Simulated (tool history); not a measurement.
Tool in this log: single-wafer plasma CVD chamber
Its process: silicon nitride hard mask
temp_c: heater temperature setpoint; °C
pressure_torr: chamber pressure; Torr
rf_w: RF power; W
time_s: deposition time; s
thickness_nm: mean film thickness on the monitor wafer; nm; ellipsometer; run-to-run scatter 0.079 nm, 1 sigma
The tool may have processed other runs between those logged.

run	hour	temp_c	pressure_torr	rf_w	time_s	thickness_nm
1	0.0	410	2.04	350	31.8	43.290
2	7.2	410	2.23	350	31.8	43.828
3	8.2	402	2.23	350	31.8	44.048
4	14.8	402	2.23	325	31.8	40.787
5	22.3	402	2.23	300	31.8	37.406
6	26.4	402	2.16	295	31.8	36.414
7	33.8	402	2.08	290	31.8	35.622
8	37.2	402	2.02	290	31.8	35.413
9	41.3	402	1.97	290	31.8	35.246
10	48.3	402	1.92	290	31.8	35.160
11	56.4	402	1.88	290	31.8	34.925

What does the tool deliver on the next run?
12	59.2	402	1.84	290	31.8	?

Run 12 came out at thickness_nm 34.897 nm.
